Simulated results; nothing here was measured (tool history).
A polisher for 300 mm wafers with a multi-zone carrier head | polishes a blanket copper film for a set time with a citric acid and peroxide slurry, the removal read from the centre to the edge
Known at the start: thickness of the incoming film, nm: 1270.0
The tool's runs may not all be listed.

run  hour  flow of slurry (ml/min)  pressure of the head's centre zone  pressure of the head's middle zone  pressure of the head's edge zone  abrasive content of the slurry  polishing time (s)  film removed at the wafer's centre (nm)  film removed at mid-radius (nm)  film removed at the wafer's edge (nm)
  1     0                      205                                   1                                   1                                 1                               1                  82                                   236.44                           237.95                                 236.66
  2   3.5                      200                                1.01                                0.97                              0.98                             0.9                  75                                   209.04                           202.88                                 203.37
  3  10.9                      200                                1.01                                0.97                              0.91                             0.9                  75                                   213.36                           200.19                                 196.64
  4  18.3                      200                                0.95                                0.97                              0.91                             0.9                  75                                   199.01                           205.72                                 200.52
  5  19.7                      200                                0.95                                0.97                              0.88                             0.9                  75                                   206.05                           202.79                                 192.84
  6  25.6                      195                                0.96                                0.94                              0.88                            0.85                  71                                   186.98                           181.82                                 180.73
  7  30.3                      190                                0.97                                0.92                              0.87                             0.8                  68                                   177.79                           168.18                                 167.53

The next listed run, before its measurement:
  8  34.1                      185                                0.98                                 0.9                              0.87                            0.75                  66                                        ?                                ?                                      ?

film removed at the wafer's centre (nm): 168.37
film removed at mid-radius (nm): 157.93
film removed at the wafer's edge (nm): 158.65
